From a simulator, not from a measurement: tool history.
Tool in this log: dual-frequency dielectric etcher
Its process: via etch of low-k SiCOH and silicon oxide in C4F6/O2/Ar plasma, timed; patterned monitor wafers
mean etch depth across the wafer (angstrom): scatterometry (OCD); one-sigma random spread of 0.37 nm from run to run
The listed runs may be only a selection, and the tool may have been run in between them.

run	hour	source power (kW)	bias power (kW)	etch time (s)	mean etch depth across the wafer (angstrom)
1	0	0.3	0.181	33	732.15
2	6.5	0.3	0.181	33	731.76
3	9.4	0.32	0.184	33	750.84
4	14.5	0.32	0.184	33	756.5
5	20.2	0.32	0.184	33	755.12
6	28.4	0.34	0.184	33	772.56

What will run 7 give?
7	32.1	0.35	0.186	33	?

{"run 7": {"mean etch depth across the wafer (angstrom)": 778.43}}
